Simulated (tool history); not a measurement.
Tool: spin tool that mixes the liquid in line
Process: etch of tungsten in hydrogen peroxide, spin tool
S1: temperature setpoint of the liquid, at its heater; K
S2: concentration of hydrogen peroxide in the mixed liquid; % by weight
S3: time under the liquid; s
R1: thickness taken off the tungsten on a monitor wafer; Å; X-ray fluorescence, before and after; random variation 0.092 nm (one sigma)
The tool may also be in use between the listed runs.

{"run": 1, "hour": 0.0, "S1": 327.15, "S2": 20.0, "S3": 15, "R1": 177.78}
{"run": 2, "hour": 5.9, "S1": 330.15, "S2": 20.0, "S3": 15, "R1": 212.72}
{"run": 3, "hour": 12.4, "S1": 336.65, "S2": 20.0, "S3": 15, "R1": 304.19}
{"run": 4, "hour": 17.7, "S1": 336.65, "S2": 20.0, "S3": 15, "R1": 311.05}
{"run": 5, "hour": 23.8, "S1": 336.65, "S2": 16.5, "S3": 15, "R1": 275.13}
{"run": 6, "hour": 31.9, "S1": 333.15, "S2": 16.5, "S3": 15, "R1": 228.22}
{"run": 7, "hour": 33.6, "S1": 330.15, "S2": 16.5, "S3": 15, "R1": 192.05}
{"run": 8, "hour": 35.2, "S1": 327.65, "S2": 16.5, "S3": 15, "R1": 165.69}
{"run": 9, "hour": 36.5, "S1": 325.65, "S2": 16.5, "S3": 15, "R1": 146.13}

The next listed run, before its measurement:
{"run": 10, "hour": 38.7, "S1": 324.15, "S2": 16.5, "S3": 15, "R1": "?"}

R1: 133.97 Å

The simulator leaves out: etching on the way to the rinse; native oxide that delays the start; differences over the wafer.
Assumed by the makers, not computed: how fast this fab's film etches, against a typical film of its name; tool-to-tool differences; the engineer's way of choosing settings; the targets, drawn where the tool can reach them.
